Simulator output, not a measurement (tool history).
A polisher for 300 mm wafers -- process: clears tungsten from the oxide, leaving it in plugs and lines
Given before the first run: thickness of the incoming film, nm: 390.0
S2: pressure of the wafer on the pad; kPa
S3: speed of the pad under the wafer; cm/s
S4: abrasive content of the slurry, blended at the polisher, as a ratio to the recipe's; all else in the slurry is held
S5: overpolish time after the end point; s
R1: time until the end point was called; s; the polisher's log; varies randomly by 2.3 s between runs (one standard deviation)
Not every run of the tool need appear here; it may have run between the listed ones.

Run 1, day 0: flow of slurry (ml/min) 205, S2 20.7 kPa, S3 106 cm/s, S4 1, S5 10 s. Result: R1 89.21 s.
Run 2, day 0.35: flow of slurry (ml/min) 205, S2 20.7 kPa, S3 106 cm/s, S4 1, S5 8 s. Result: R1 91.928 s.
Run 3, day 0.583: flow of slurry (ml/min) 205, S2 20 kPa, S3 106 cm/s, S4 1, S5 8 s. Result: R1 91.928 s.
Run 4, day 0.721: flow of slurry (ml/min) 250, S2 20 kPa, S3 106 cm/s, S4 1, S5 8 s. Result: R1 89.992 s.
Run 5, day 0.875: flow of slurry (ml/min) 275, S2 20 kPa, S3 106 cm/s, S4 1, S5 8 s. Result: R1 86.229 s.
Run 6, day 1.071: flow of slurry (ml/min) 275, S2 17.9 kPa, S3 106 cm/s, S4 1, S5 8 s. Result: R1 97.504 s.

The next listed run, before its measurement:
Run 7, day 1.262: flow of slurry (ml/min) 275, S2 17.2 kPa, S3 106 cm/s, S4 1, S5 8 s. Result: R1 ?.

{"run 7": {"R1": 100.97}}

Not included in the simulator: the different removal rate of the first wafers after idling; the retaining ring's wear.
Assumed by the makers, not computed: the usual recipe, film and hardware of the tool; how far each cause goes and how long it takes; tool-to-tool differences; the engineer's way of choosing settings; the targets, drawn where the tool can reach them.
